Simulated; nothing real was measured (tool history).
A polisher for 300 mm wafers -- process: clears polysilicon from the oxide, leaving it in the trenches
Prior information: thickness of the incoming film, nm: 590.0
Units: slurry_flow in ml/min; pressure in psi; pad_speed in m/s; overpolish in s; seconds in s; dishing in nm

run	hour	slurry_flow	pressure	pad_speed	overpolish	seconds	dishing
1	0	145	2.5	1.06	20	48.27	66.181
2	8.9	140	2.1	0.9	16	65.919	58.339
3	14.1	140	2.1	1.16	16	52.437	62.242
4	18.8	140	2.1	1.16	11	53.96	54.286
5	23.2	140	2.1	1.16	7	53.878	44.236
6	27.6	135	1.8	0.96	9	71.465	43.805
7	34.8	130	1.6	0.8	13	96.217	44.678
8	43.4	125	1.4	0.78	16	111.13	46.872
9	49.4	120	1.3	0.78	18	122.69	47.6

What will run 10 give?
10	57.6	115	1.3	0.78	19	?	?

{"run 10": {"seconds": 119.47, "dishing": 48.355}}
